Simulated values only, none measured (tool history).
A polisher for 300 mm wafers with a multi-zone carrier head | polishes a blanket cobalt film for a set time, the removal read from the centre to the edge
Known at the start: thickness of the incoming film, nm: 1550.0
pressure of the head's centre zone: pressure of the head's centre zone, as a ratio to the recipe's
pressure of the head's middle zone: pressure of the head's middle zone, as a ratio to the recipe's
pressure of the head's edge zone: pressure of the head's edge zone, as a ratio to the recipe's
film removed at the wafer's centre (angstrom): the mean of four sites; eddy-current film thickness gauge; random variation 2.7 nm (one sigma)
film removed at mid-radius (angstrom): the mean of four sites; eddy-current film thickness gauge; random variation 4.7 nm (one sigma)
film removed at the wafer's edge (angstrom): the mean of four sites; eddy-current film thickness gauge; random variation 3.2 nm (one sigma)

| run | hour | flow of slurry (ml/min) | pressure of the head's centre zone | pressure of the head's middle zone | pressure of the head's edge zone | polishing time (s) | film removed at the wafer's centre (angstrom) | film removed at mid-radius (angstrom) | film removed at the wafer's edge (angstrom) |
|---|---|---|---|---|---|---|---|---|---|
| 1 | 0.0 | 205 | 1.00 | 1.00 | 1.00 | 55 | 4433.2 | 4417.5 | 4197.3 |
| 2 | 0.7 | 205 | 1.01 | 0.99 | 0.95 | 50 | 4077.9 | 3960.9 | 3783.2 |
| 3 | 5.2 | 205 | 1.01 | 1.04 | 0.95 | 50 | 4057.3 | 4157.8 | 3689.8 |
| 4 | 13.0 | 200 | 1.03 | 1.03 | 0.92 | 46 | 3775.4 | 3789.5 | 3317.3 |
| 5 | 14.9 | 200 | 0.97 | 1.03 | 0.92 | 46 | 3597.9 | 3785.4 | 3377.3 |
| 6 | 20.6 | 200 | 0.97 | 1.03 | 0.92 | 55 | 4349.2 | 4452.6 | 4025.5 |

Forecast run 7:
| 7 | 24.4 | 190 | 0.99 | 1.01 | 0.88 | 51 | ? | ? | ? |

film removed at the wafer's centre (angstrom): 4020.5
film removed at mid-radius (angstrom): 4057.4
film removed at the wafer's edge (angstrom): 3696.1
